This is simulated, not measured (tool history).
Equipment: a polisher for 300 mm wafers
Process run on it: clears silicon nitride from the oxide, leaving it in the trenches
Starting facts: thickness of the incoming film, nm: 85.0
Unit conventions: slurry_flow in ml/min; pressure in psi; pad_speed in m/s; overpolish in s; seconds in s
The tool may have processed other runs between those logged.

| run | hour | slurry_flow | pressure | pad_speed | overpolish | seconds |
|---|---|---|---|---|---|---|
| 1 | 0.0 | 170 | 2.1 | 1.08 | 9 | 124.82 |
| 2 | 6.9 | 170 | 2.0 | 1.08 | 9 | 130.50 |
| 3 | 12.2 | 170 | 2.0 | 1.08 | 7 | 131.14 |
| 4 | 14.3 | 170 | 2.0 | 1.08 | 9 | 131.68 |
| 5 | 18.1 | 170 | 1.9 | 1.08 | 9 | 137.78 |
| 6 | 19.3 | 170 | 1.8 | 1.08 | 9 | 144.48 |

For run 7, what comes out?
| 7 | 20.4 | 170 | 1.7 | 1.08 | 9 | ? |

Run 7 gave seconds 151.20 s.
